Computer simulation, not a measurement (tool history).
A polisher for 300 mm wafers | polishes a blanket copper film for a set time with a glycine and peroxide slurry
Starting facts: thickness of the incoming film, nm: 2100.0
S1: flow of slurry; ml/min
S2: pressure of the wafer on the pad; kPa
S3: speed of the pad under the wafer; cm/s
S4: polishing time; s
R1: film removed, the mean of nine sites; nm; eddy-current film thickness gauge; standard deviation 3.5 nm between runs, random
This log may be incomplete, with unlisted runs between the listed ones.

run 1 hour=0.0 | S1=150 S2=23.4 S3=110 S4=50 | R1=353.65
run 2 hour=2.0 | S1=155 S2=24.1 S3=110 S4=50 | R1=371.77
run 3 hour=3.1 | S1=165 S2=24.1 S3=110 S4=50 | R1=376.79
run 4 hour=5.5 | S1=165 S2=24.1 S3=110 S4=50 | R1=374.23
run 5 hour=11.0 | S1=165 S2=19.3 S3=110 S4=50 | R1=314.35
run 6 hour=17.0 | S1=165 S2=22.8 S3=110 S4=50 | R1=356.30
run 7 hour=19.3 | S1=175 S2=23.4 S3=110 S4=50 | R1=366.11
run 8 hour=26.0 | S1=175 S2=24.1 S3=110 S4=50 | R1=372.66

Estimate the outcome of run 9 from the log above:
run 9 hour=32.9 | S1=175 S2=24.8 S3=110 S4=50 | R1=?

Run 9 measured R1 383.80 nm.
